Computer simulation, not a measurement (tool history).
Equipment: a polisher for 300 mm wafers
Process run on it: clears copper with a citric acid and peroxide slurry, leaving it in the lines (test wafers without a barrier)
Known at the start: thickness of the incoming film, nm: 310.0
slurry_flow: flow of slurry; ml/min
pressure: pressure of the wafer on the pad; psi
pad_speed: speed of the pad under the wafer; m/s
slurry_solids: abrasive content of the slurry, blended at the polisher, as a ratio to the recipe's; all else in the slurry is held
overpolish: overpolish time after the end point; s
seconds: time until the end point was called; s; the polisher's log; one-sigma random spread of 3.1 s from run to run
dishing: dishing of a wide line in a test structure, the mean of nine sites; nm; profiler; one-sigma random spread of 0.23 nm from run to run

run	day	slurry_flow	pressure	pad_speed	slurry_solids	overpolish	seconds	dishing
1	0	295	3.7	1.24	1	14	80.916	29.745
2	0.338	295	3.3	1.12	1	13	99.38	23.788
3	0.396	295	4.1	1.12	1	13	79.558	27.672
4	0.558	295	4.1	1.12	1	16	77.488	31.859
5	0.862	295	3.6	1.02	1	15	97.938	26.906
6	0.962	295	3.2	0.94	1	14	119	22.932
7	1.038	295	2.9	0.9	1	13	136	19.938
8	1.408	295	2.7	0.88	1	13	145.33	17.844
9	1.6	295	2.5	0.88	1	13	159.62	17.437

Forecast run 10:
10	1.954	295	2.4	0.88	1	13	?	?

{"run 10": {"seconds": 169.91, "dishing": 16.077}}
